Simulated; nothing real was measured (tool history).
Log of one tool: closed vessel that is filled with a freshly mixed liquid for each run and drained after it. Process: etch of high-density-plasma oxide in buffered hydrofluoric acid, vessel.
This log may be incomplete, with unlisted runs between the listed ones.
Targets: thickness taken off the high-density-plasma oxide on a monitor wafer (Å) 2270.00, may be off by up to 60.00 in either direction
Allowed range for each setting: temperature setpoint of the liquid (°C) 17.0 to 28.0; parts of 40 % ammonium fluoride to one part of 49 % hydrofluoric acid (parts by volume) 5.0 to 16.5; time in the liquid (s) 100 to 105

run  hour  temperature setpoint of the liquid (°C)  parts of 40 % ammonium fluoride to one part of 49 % hydrofluoric acid (parts by volume)  time in the liquid (s)  thickness taken off the high-density-plasma oxide on a monitor wafer (Å)
  1   0.0                                     20.0                                                                                     10.0                     100                                                                    962.10
  2   7.9                                     22.0                                                                                      9.0                     100                                                                   1173.40
  3  13.7                                     19.0                                                                                      9.0                     100                                                                    986.13
  4  22.2                                     19.0                                                                                     11.0                     100                                                                    829.83
  5  25.5                                     21.0                                                                                     11.0                     100                                                                    935.36
  6  28.2                                     23.0                                                                                      9.5                     100                                                                   1183.40
  7  36.7                                     24.5                                                                                      8.5                     100                                                                   1396.40
  8  44.7                                     25.5                                                                                      7.5                     100                                                                   1726.50
  9  48.8                                     26.0                                                                                      7.0                     100                                                                   1906.20
 10  55.5                                     26.5                                                                                      7.0                     100                                                                   1983.80

Which of these 5 next moves meets every target?
  A  62.2                                     26.0                                                                                      6.0                     105                                                                         ?
  B  62.2                                     26.5                                                                                      8.0                     100                                                                         ?
  C  62.2                                     26.5                                                                                      7.5                     100                                                                         ?
  D  62.2                                     26.0                                                                                      7.0                     100                                                                         ?
  E  62.2                                     25.5                                                                                      7.5                     100                                                                         ?

move  thickness taken off the high-density-plasma oxide on a monitor wafer (Å)
   A                                                                   2270.70
   B                                                                   1682.80
   C                                                                   1804.40
   D                                                                   1892.30
   E                                                                   1709.90
A: hits every target within its allowed miss
B: the biggest miss grows against the last run
C: the biggest miss grows against the last run
D: the biggest miss grows against the last run
E: the biggest miss grows against the last run
Move A is the one to make.
